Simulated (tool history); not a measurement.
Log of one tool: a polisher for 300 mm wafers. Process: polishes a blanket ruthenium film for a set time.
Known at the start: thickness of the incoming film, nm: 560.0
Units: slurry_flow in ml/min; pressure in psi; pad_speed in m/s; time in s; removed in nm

run	hour	slurry_flow	pressure	pad_speed	time	removed
1	0.0	160	1.3	0.92	31	16.882
2	6.4	160	1.3	0.80	31	15.071
3	15.1	160	0.9	0.80	31	10.354
4	19.8	165	1.2	0.80	31	13.748
5	23.5	190	1.2	0.80	31	14.053
6	30.7	190	1.2	0.80	31	13.974
7	38.3	190	1.4	0.80	31	16.203
8	43.9	190	1.4	0.80	31	16.267
9	48.5	190	1.5	0.80	31	17.252

The next listed run, before its measurement:
10	50.0	190	1.6	0.80	31	?

Run 10 gave removed 18.631 nm.
